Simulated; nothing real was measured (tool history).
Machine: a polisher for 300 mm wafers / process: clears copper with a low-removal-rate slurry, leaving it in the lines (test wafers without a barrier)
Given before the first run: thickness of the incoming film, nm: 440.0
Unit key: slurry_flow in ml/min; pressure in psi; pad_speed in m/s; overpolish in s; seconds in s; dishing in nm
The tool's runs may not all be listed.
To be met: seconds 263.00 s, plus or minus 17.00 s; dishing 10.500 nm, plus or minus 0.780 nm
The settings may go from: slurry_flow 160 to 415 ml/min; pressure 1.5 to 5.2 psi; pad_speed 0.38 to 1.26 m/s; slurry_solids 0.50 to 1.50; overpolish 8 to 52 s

run  hour  slurry_flow  pressure  pad_speed  slurry_solids  overpolish  seconds  dishing
  1   0.0          265       3.3       0.82           1.00          26   181.82   43.126
  2   7.5          215       3.3       0.82           1.00          26   182.12   43.403
  3  12.4          240       3.1       0.82           1.00          24   196.35   36.920
  4  20.4          260       2.9       0.84           1.00          22   210.08   33.655
  5  21.7          260       2.9       1.02           1.00          22   174.18   40.069
  6  26.1          260       2.9       1.02           1.00          29   163.10   49.395
  7  27.2          280       2.7       1.00           1.00          26   185.87   40.044
  8  33.7          280       2.7       1.00           1.00          26   191.26   42.849
  9  39.7          265       2.8       0.92           0.95          24   195.97   38.075
 10  43.4          190       3.0       0.70           0.70          11   258.27   14.864
 11  48.6          190       3.0       0.70           0.70          11   255.25   14.934
 12  56.9          185       3.0       0.70           0.70          11   251.35   14.529
 13  62.4          180       3.0       0.70           0.70          11   256.65   14.470
 14  69.7          170       2.9       0.72           0.60           9   263.45   11.839

Which of these 4 next moves meets every target?
  A  77.0          200       2.7       0.78           0.50           8        ?        ?
  B  77.0          160       3.2       0.74           0.50           9        ?        ?
  C  77.0          170       2.4       0.84           0.70          11        ?        ?
  D  77.0          170       3.1       0.70           0.60          11        ?        ?

move  seconds  dishing
   A   264.47   10.185
   B   239.71   12.559
   C   265.64   13.699
   D   250.62   14.557
A: meets every target
B: the biggest miss grows against the last run
C: the biggest miss grows against the last run
D: the biggest miss grows against the last run
A meets every target.

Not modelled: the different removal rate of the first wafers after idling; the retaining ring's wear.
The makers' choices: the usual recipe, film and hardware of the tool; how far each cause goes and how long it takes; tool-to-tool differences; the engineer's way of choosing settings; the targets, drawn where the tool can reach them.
